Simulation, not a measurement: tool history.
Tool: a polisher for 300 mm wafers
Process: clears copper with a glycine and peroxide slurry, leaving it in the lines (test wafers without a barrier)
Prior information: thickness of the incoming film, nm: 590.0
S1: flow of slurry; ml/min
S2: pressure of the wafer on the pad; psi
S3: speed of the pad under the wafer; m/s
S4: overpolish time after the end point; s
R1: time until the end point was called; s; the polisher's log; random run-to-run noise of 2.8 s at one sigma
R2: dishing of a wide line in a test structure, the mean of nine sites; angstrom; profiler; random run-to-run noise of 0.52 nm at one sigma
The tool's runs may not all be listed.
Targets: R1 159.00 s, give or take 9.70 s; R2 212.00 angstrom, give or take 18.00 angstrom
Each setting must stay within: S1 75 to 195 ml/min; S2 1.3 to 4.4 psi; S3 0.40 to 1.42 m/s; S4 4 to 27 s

Run 1, hour 0.0: S1 125 ml/min, S2 2.8 psi, S3 0.90 m/s, S4 14 s. Result: R1 134.22 s, R2 280.63 angstrom.
Run 2, hour 8.9: S1 125 ml/min, S2 2.6 psi, S3 0.90 m/s, S4 12 s. Result: R1 143.11 s, R2 263.92 angstrom.
Run 3, hour 17.2: S1 125 ml/min, S2 2.5 psi, S3 0.90 m/s, S4 10 s. Result: R1 144.13 s, R2 221.49 angstrom.
Run 4, hour 18.8: S1 125 ml/min, S2 2.5 psi, S3 1.12 m/s, S4 10 s. Result: R1 121.37 s, R2 248.50 angstrom.
Run 5, hour 24.1: S1 125 ml/min, S2 1.9 psi, S3 1.12 m/s, S4 10 s. Result: R1 145.07 s, R2 217.42 angstrom.
Run 6, hour 31.4: S1 125 ml/min, S2 1.9 psi, S3 1.12 m/s, S4 14 s. Result: R1 139.30 s, R2 266.19 angstrom.
Run 7, hour 38.5: S1 125 ml/min, S2 1.8 psi, S3 1.12 m/s, S4 13 s. Result: R1 149.77 s, R2 252.51 angstrom.
Run 8, hour 45.5: S1 125 ml/min, S2 1.7 psi, S3 1.12 m/s, S4 7 s. Result: R1 151.97 s, R2 165.07 angstrom.
Run 9, hour 53.9: S1 125 ml/min, S2 1.7 psi, S3 1.10 m/s, S4 8 s. Result: R1 155.22 s, R2 186.32 angstrom.

Consider the 5 candidate settings below. Which is the only one whose results all fall within their allowed miss of target?
Run A, hour 62.3: S1 110 ml/min, S2 1.7 psi, S3 1.08 m/s, S4 8 s. Result: R1 ?, R2 ?.
Run B, hour 62.3: S1 100 ml/min, S2 2.1 psi, S3 1.10 m/s, S4 13 s. Result: R1 ?, R2 ?.
Run C, hour 62.3: S1 150 ml/min, S2 1.8 psi, S3 0.96 m/s, S4 8 s. Result: R1 ?, R2 ?.
Run D, hour 62.3: S1 115 ml/min, S2 1.6 psi, S3 1.14 m/s, S4 10 s. Result: R1 ?, R2 ?.
Run E, hour 62.3: S1 110 ml/min, S2 1.9 psi, S3 1.22 m/s, S4 9 s. Result: R1 ?, R2 ?.

move      R1      R2
   A  161.80  171.11
   B  145.95  248.21
   C  153.71  178.43
   D  157.91  202.16
   E  137.33  206.02
A: further off than the last run
B: moves the result that the last run missed by most past its target, out the other side
C: further off than the last run
D: hits every target within its allowed miss
E: brings the result that was furthest off to its target, and leaves another outside
D meets every target.
